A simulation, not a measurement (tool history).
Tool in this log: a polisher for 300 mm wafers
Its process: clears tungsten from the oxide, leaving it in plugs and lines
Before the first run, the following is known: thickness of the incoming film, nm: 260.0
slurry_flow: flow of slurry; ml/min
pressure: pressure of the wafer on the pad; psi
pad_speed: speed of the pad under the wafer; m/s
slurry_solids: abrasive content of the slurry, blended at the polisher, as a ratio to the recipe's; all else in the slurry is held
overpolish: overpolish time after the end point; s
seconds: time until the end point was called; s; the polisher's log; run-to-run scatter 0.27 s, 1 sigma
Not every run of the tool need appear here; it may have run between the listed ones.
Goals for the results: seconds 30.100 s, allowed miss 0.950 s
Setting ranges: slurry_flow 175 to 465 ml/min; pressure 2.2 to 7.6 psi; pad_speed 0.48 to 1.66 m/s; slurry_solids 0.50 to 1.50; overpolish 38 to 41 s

run  hour  slurry_flow  pressure  pad_speed  slurry_solids  overpolish  seconds
  1   0.0          295       4.9       1.06           1.00          38   43.790
  2   6.3          295       4.9       1.32           1.00          38   35.141
  3  13.0          295       5.1       1.32           1.00          38   33.656
  4  17.9          295       5.3       1.32           1.00          38   32.748
  5  23.1          295       5.4       1.32           1.00          38   31.908
  6  31.7          265       5.4       1.32           1.00          38   31.772
  7  40.7          265       5.5       1.32           1.00          38   31.503
  8  49.6          265       5.6       1.32           1.00          38   31.580

Which one of the following 4 next-run settings gets every result inside its allowed miss? There is exactly one.
  A  58.5          205       6.0       1.30           1.00          41        ?
  B  58.5          230       6.1       1.42           0.90          38        ?
  C  58.5          270       6.0       1.40           0.95          38        ?
  D  58.5          210       5.2       1.48           1.30          38        ?

move  seconds
   A   30.350
   B   27.941
   C   28.053
   D   28.600
A: in spec on every target
B: takes the result that was furthest off past its target
C: takes the result that was furthest off past its target
D: takes the result that was furthest off past its target
The move that meets every target is A.

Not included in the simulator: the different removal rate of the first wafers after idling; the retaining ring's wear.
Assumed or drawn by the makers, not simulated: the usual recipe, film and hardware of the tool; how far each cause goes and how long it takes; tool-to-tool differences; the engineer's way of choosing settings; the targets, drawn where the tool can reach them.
